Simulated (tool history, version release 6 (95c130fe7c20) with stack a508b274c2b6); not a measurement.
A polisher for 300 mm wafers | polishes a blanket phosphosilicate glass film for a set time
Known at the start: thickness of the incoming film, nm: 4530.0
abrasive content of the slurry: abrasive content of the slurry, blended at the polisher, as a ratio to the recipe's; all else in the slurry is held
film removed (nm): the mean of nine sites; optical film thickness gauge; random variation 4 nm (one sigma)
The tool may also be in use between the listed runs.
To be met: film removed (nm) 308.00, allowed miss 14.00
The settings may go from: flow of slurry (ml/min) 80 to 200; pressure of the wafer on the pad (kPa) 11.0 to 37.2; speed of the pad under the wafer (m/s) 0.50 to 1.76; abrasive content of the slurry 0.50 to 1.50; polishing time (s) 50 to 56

run  hour  flow of slurry (ml/min)  pressure of the wafer on the pad (kPa)  speed of the pad under the wafer (m/s)  abrasive content of the slurry  polishing time (s)  film removed (nm)
  1   0.0                      130                                    24.1                                    1.12                            1.00                  56             538.69
  2   1.6                      110                                    24.1                                    1.12                            1.00                  56             498.83
  3   7.2                      105                                    22.1                                    1.10                            1.00                  56             450.43
  4  12.5                      100                                    20.0                                    1.10                            1.00                  56             402.42
  5  20.5                       95                                    18.6                                    1.10                            1.00                  56             369.51
  6  26.1                       95                                    18.6                                    1.10                            0.90                  56             345.09
  7  31.2                       95                                    17.9                                    1.10                            0.90                  56             335.20
     36.0  -- slurry nozzle cleaned
  8  36.0                       90                                    17.2                                    1.10                            0.90                  56             377.64
  9  40.6                       90                                    15.9                                    1.10                            0.90                  56             341.09

5 next moves are on the table. One of them brings every result within its allowed miss. Which?
  A  45.2                       85                                    17.9                                    1.22                            0.95                  51                  ?
  B  45.2                      100                                    21.4                                    0.92                            0.85                  54                  ?
  C  45.2                      100                                    15.9                                    1.20                            0.95                  56                  ?
  D  45.2                       80                                    18.6                                    1.04                            0.80                  50                  ?
  E  45.2                       80                                    24.1                                    0.66                            1.15                  50                  ?

move  film removed (nm)
   A             391.26
   B             409.31
   C             399.08
   D             320.97
   E             380.83
A: further off than the last run
B: further off than the last run
C: further off than the last run
D: meets every target
E: further off than the last run
Move D is the one to make.
